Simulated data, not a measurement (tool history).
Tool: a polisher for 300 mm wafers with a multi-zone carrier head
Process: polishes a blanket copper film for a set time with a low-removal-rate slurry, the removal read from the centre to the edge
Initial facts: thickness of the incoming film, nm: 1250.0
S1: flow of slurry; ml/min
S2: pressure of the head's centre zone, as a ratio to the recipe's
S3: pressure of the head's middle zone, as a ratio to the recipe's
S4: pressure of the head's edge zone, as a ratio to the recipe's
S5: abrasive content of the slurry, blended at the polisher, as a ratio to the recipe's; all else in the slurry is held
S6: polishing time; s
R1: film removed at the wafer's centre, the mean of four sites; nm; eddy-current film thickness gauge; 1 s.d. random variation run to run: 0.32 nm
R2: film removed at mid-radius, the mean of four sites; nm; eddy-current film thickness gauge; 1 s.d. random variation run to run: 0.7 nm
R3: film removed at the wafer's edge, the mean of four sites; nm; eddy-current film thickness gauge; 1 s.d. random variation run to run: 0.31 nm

Run 1, hour 0.0: S1 155 ml/min, S2 1.00, S3 1.00, S4 1.00, S5 1.0, S6 40 s. Result: R1 69.920 nm, R2 74.050 nm, R3 73.514 nm.
Run 2, hour 6.2: S1 155 ml/min, S2 0.99, S3 1.00, S4 0.96, S5 0.9, S6 37 s. Result: R1 63.061 nm, R2 66.886 nm, R3 65.507 nm.
Run 3, hour 13.3: S1 155 ml/min, S2 0.99, S3 1.00, S4 0.96, S5 0.9, S6 30 s. Result: R1 51.510 nm, R2 54.185 nm, R3 53.719 nm.
Run 4, hour 13.9: S1 155 ml/min, S2 0.93, S3 1.00, S4 0.96, S5 0.9, S6 30 s. Result: R1 48.012 nm, R2 54.237 nm, R3 53.493 nm.
Run 5, hour 17.8: S1 150 ml/min, S2 0.94, S3 1.01, S4 0.93, S5 0.8, S6 30 s. Result: R1 48.113 nm, R2 53.496 nm, R3 51.150 nm.
Run 6, hour 20.8: S1 150 ml/min, S2 0.94, S3 1.01, S4 0.93, S5 0.8, S6 25 s. Result: R1 39.462 nm, R2 44.852 nm, R3 42.632 nm.

What will run 7 give?
Run 7, hour 24.6: S1 160 ml/min, S2 0.95, S3 1.02, S4 0.92, S5 0.8, S6 25 s. Result: R1 ?, R2 ?, R3 ?.

Run 7 measured R1 40.693 nm, R2 45.547 nm, R3 42.805 nm.
